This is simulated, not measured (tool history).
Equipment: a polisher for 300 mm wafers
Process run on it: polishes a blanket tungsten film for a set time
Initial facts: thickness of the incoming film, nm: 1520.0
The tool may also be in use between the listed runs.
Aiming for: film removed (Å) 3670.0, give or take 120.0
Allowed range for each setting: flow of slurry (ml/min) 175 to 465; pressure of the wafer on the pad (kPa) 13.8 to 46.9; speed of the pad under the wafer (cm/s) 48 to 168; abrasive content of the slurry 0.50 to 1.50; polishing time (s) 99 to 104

run  hour  flow of slurry (ml/min)  pressure of the wafer on the pad (kPa)  speed of the pad under the wafer (cm/s)  abrasive content of the slurry  polishing time (s)  film removed (Å)
  1   0.0                      295                                    30.3                                      108                            1.00                  99            5249.8
  2   8.3                      295                                    29.0                                      108                            1.00                  99            4991.6
  3  13.4                      295                                    28.3                                      108                            1.00                  99            4919.7
  4  21.8                      295                                    27.6                                      108                            1.00                  99            4769.6
  5  25.3                      295                                    26.9                                      108                            1.00                  99            4683.5
  6  26.0                      295                                    26.2                                      108                            1.00                  99            4583.0
  7  34.3                      295                                    25.5                                      108                            1.00                  99            4458.1
  8  37.8                      295                                    24.8                                      108                            1.00                  99            4201.7
  9  45.2                      295                                    22.8                                      108                            1.00                  99            4006.1

Pick the move, out of 4, that brings all results within their allowed miss; only one does.
  A  52.6                      265                                    29.0                                       98                            1.05                  99                 ?
  B  52.6                      270                                    24.8                                       90                            1.10                  99                 ?
  C  52.6                      335                                    22.1                                      110                            1.00                 102                 ?
  D  52.6                      265                                    23.4                                      118                            1.00                 104                 ?

move  film removed (Å)
   A            4550.5
   B            3661.5
   C            4063.3
   D            4609.1
A: moves away from the targets compared with the last run
B: every result within its allowed miss
C: moves away from the targets compared with the last run
D: moves away from the targets compared with the last run
The right move is B.
